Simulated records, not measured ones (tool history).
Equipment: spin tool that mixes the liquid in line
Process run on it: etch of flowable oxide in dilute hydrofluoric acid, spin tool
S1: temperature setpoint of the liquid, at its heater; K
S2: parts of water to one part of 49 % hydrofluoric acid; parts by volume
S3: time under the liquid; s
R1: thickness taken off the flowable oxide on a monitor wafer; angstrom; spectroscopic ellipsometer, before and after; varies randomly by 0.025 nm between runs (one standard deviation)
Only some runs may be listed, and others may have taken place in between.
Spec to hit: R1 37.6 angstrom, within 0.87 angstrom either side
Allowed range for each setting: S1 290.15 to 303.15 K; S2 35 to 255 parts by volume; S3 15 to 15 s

run,hour,S1,S2,S3,R1
1,0,295.15,145,15,20.825
2,6.8,295.15,145,15,20.777
3,15.8,295.15,110,15,28.642
4,20.8,295.15,130,15,23.547
5,22.6,297.65,125,15,27.052
6,23.9,299.15,120,15,30.105
7,29.6,300.15,115,15,33.072
8,32.1,301.15,115,15,33.93
9,38.8,301.65,115,15,34.601
10,45.8,302.15,115,15,34.892
11,52.1,303.15,110,15,38.674

Which single option among these 5 for the next run brings every result within its allowed miss of target? Just one does.
A,58.4,297.65,90,15,?
B,58.4,302.65,105,15,?
C,58.4,301.15,100,15,?
D,58.4,302.15,100,15,?
E,58.4,298.15,95,15,?

move,R1
A,39.343
B,40.036
C,40.012
D,41.556
E,37.765
A: the biggest miss grows against the last run
B: the biggest miss grows against the last run
C: the biggest miss grows against the last run
D: the biggest miss grows against the last run
E: in spec on every target
Go with E: it meets all targets.

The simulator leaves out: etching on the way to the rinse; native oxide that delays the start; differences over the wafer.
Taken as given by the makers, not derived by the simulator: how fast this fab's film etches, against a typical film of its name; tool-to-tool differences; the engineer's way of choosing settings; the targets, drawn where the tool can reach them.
